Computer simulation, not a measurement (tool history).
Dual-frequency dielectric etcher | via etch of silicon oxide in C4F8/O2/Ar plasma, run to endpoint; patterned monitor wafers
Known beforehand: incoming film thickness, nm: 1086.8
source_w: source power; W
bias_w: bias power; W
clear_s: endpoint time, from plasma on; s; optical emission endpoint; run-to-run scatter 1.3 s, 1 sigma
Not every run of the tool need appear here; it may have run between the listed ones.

{"run": 1, "hour": 0.0, "source_w": 1980, "bias_w": 1811, "clear_s": 232.8}
{"run": 2, "hour": 7.7, "source_w": 2320, "bias_w": 1811, "clear_s": 220.24}
{"run": 3, "hour": 11.7, "source_w": 2320, "bias_w": 1545, "clear_s": 228.66}
{"run": 4, "hour": 14.6, "source_w": 2320, "bias_w": 1428, "clear_s": 235.85}
{"run": 5, "hour": 22.3, "source_w": 2210, "bias_w": 1396, "clear_s": 241.53}
{"run": 6, "hour": 30.3, "source_w": 2120, "bias_w": 1372, "clear_s": 245}

Run 7 has not been measured yet. What should we expect?
{"run": 7, "hour": 38.2, "source_w": 2040, "bias_w": 1347, "clear_s": "?"}

clear_s: 250.41 s
